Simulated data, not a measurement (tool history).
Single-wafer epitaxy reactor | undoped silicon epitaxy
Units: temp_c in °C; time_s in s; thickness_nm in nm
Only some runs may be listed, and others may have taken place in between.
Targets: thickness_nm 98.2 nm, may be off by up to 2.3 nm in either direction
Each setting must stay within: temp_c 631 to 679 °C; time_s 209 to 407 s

run 1 hour=0 | temp_c=655 time_s=308 | thickness_nm=53.909
run 2 hour=4.3 | temp_c=660 time_s=308 | thickness_nm=59.778
run 3 hour=11.1 | temp_c=660 time_s=273 | thickness_nm=53.477
run 4 hour=13.9 | temp_c=660 time_s=304 | thickness_nm=59.34
run 5 hour=22.9 | temp_c=651 time_s=304 | thickness_nm=49.135
run 6 hour=26.8 | temp_c=651 time_s=340 | thickness_nm=54.958
run 7 hour=33.3 | temp_c=654 time_s=341 | thickness_nm=58.794
run 8 hour=33.9 | temp_c=654 time_s=341 | thickness_nm=58.599
run 9 hour=35.5 | temp_c=666 time_s=345 | thickness_nm=75.768
run 10 hour=44.2 | temp_c=668 time_s=345 | thickness_nm=78.808
run 11 hour=50.5 | temp_c=669 time_s=345 | thickness_nm=80.477
run 12 hour=58.9 | temp_c=670 time_s=345 | thickness_nm=82.621
run 13 hour=65.8 | temp_c=671 time_s=345 | thickness_nm=83.631
run 14 hour=71.3 | temp_c=672 time_s=345 | thickness_nm=85.621
run 15 hour=79.4 | temp_c=673 time_s=345 | thickness_nm=87.243
run 16 hour=87.5 | temp_c=674 time_s=345 | thickness_nm=88.004
run 17 hour=91.2 | temp_c=675 time_s=346 | thickness_nm=89.513
run 18 hour=91.8 | temp_c=675 time_s=346 | thickness_nm=90.078
run 19 hour=96.7 | temp_c=676 time_s=346 | thickness_nm=91.426
run 20 hour=105.3 | temp_c=676 time_s=347 | thickness_nm=92.306

Exercise: of the 5 proposed moves below, exactly one satisfies all targets within the stated allowed misses. Which move is it?
run A hour=113.9 | temp_c=668 time_s=376 | thickness_nm=?
run B hour=113.9 | temp_c=679 time_s=320 | thickness_nm=?
run C hour=113.9 | temp_c=677 time_s=364 | thickness_nm=?
run D hour=113.9 | temp_c=675 time_s=336 | thickness_nm=?
run E hour=113.9 | temp_c=674 time_s=333 | thickness_nm=?

move=A thickness_nm=86.084
move=B thickness_nm=90.754
move=C thickness_nm=99.326
move=D thickness_nm=88.202
move=E thickness_nm=85.733
A: misses by more than the last run did
B: misses by more than the last run did
C: meets every target
D: misses by more than the last run did
E: misses by more than the last run did
So the answer is move C, the one that meets all the targets.

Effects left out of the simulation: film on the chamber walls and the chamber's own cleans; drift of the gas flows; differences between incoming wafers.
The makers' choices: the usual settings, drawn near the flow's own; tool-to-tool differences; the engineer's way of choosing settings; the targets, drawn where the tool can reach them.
